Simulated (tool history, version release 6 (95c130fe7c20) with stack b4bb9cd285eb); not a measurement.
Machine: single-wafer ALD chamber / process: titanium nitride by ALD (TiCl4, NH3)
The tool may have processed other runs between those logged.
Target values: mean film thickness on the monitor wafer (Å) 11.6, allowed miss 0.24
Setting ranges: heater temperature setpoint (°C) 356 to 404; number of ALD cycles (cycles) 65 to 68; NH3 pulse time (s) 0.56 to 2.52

| run | hour | heater temperature setpoint (°C) | number of ALD cycles (cycles) | NH3 pulse time (s) | mean film thickness on the monitor wafer (Å) |
|---|---|---|---|---|---|
| 1 | 0 | 380 | 65 | 1.54 | 12.75 |
| 2 | 3.4 | 374 | 65 | 1.54 | 12.715 |
| 3 | 5.1 | 374 | 65 | 1.7 | 12.776 |
| 4 | 11.5 | 374 | 65 | 1.4 | 12.564 |
| 5 | 20.1 | 374 | 65 | 1.4 | 12.486 |
| 6 | 25.7 | 372 | 65 | 1.23 | 12.304 |
| 7 | 26.9 | 360 | 65 | 0.74 | 10.682 |
| 8 | 28.8 | 363 | 65 | 0.74 | 10.819 |
| 9 | 33.7 | 365 | 65 | 0.74 | 10.962 |
| 10 | 39.3 | 367 | 65 | 0.74 | 11.105 |
| 11 | 46.1 | 367 | 65 | 0.74 | 11.013 |
| 12 | 50 | 369 | 65 | 0.74 | 11.156 |
| 13 | 54.4 | 370 | 65 | 0.74 | 11.198 |
| 14 | 56.1 | 371 | 65 | 0.74 | 11.248 |

4 candidate next runs follow, results not yet known. Just one meets every target within its allowed miss. Identify it.
| A | 57.8 | 374 | 65 | 0.65 | ? |
| B | 57.8 | 371 | 65 | 0.68 | ? |
| C | 57.8 | 386 | 65 | 0.57 | ? |
| D | 57.8 | 385 | 67 | 0.61 | ? |

| move | mean film thickness on the monitor wafer (Å) |
|---|---|
| A | 11.024 |
| B | 11.009 |
| C | 11.113 |
| D | 11.64 |
A: the biggest miss grows against the last run
B: the biggest miss grows against the last run
C: the biggest miss grows against the last run
D: hits every target within its allowed miss
The move that meets every target is D.
